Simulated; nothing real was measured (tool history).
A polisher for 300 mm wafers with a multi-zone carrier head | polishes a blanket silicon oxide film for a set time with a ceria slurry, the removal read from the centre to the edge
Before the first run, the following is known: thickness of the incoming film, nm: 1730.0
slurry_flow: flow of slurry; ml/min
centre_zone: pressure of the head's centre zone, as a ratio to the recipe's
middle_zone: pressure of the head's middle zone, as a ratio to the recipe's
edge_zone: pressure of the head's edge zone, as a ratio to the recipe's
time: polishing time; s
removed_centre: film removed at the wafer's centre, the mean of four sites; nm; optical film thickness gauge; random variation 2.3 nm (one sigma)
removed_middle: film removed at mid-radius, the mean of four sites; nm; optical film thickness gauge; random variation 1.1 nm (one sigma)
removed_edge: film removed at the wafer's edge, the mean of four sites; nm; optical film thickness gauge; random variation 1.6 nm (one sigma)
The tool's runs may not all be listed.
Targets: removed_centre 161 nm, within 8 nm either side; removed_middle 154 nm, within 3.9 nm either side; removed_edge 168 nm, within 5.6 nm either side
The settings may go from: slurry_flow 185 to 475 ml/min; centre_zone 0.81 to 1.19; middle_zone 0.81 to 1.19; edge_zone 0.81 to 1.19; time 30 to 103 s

Run 1, hour 0: slurry_flow 305 ml/min, centre_zone 1, middle_zone 1, edge_zone 1, time 66 s. Result: removed_centre 284.85 nm, removed_middle 278.24 nm, removed_edge 278.16 nm.
Run 2, hour 3.7: slurry_flow 295 ml/min, centre_zone 0.97, middle_zone 0.95, edge_zone 0.96, time 57 s. Result: removed_centre 234.27 nm, removed_middle 232.29 nm, removed_edge 239.07 nm.
Run 3, hour 5.9: slurry_flow 240 ml/min, centre_zone 0.97, middle_zone 0.95, edge_zone 0.96, time 57 s. Result: removed_centre 230.15 nm, removed_middle 227.58 nm, removed_edge 231.2 nm.
Run 4, hour 7.3: slurry_flow 230 ml/min, centre_zone 0.96, middle_zone 0.91, edge_zone 0.94, time 51 s. Result: removed_centre 203.33 nm, removed_middle 195.91 nm, removed_edge 204.66 nm.
Run 5, hour 9.3: slurry_flow 230 ml/min, centre_zone 0.96, middle_zone 0.91, edge_zone 0.94, time 58 s. Result: removed_centre 227.15 nm, removed_middle 221.74 nm, removed_edge 229.11 nm.
Run 6, hour 17.3: slurry_flow 230 ml/min, centre_zone 0.96, middle_zone 0.91, edge_zone 1, time 58 s. Result: removed_centre 231.76 nm, removed_middle 223.98 nm, removed_edge 240.65 nm.
Run 7, hour 22.8: slurry_flow 225 ml/min, centre_zone 0.95, middle_zone 0.88, edge_zone 0.97, time 52 s. Result: removed_centre 206.59 nm, removed_middle 195.65 nm, removed_edge 209.16 nm.
Run 8, hour 26.4: slurry_flow 205 ml/min, centre_zone 0.87, middle_zone 0.81, edge_zone 0.93, time 40 s. Result: removed_centre 141.53 nm, removed_middle 141.27 nm, removed_edge 158.58 nm.
Run 9, hour 33: slurry_flow 225 ml/min, centre_zone 0.89, middle_zone 0.82, edge_zone 0.93, time 40 s. Result: removed_centre 141.48 nm, removed_middle 142.95 nm, removed_edge 159.68 nm.

Which single option among these 4 for the next run brings every result within its allowed miss of target? Just one does.
Run A, hour 39.6: slurry_flow 185 ml/min, centre_zone 1.08, middle_zone 0.81, edge_zone 0.9, time 40 s. Result: removed_centre ?, removed_middle ?, removed_edge ?.
Run B, hour 39.6: slurry_flow 225 ml/min, centre_zone 0.92, middle_zone 0.93, edge_zone 0.81, time 41 s. Result: removed_centre ?, removed_middle ?, removed_edge ?.
Run C, hour 39.6: slurry_flow 235 ml/min, centre_zone 0.85, middle_zone 0.94, edge_zone 0.9, time 41 s. Result: removed_centre ?, removed_middle ?, removed_edge ?.
Run D, hour 39.6: slurry_flow 185 ml/min, centre_zone 0.95, middle_zone 0.88, edge_zone 0.97, time 43 s. Result: removed_centre ?, removed_middle ?, removed_edge ?.

move  removed_centre  removed_middle  removed_edge
   A          167.88          137.71        153.41
   B          151.82          160.88        154.71
   C          141.14          163.17        161.46
   D          158.67          157.04        169.56
A: further off than the last run
B: carries the result that was furthest off beyond its target, to the other side
C: carries the result that was furthest off beyond its target, to the other side
D: each result inside its tolerance
D meets every target.

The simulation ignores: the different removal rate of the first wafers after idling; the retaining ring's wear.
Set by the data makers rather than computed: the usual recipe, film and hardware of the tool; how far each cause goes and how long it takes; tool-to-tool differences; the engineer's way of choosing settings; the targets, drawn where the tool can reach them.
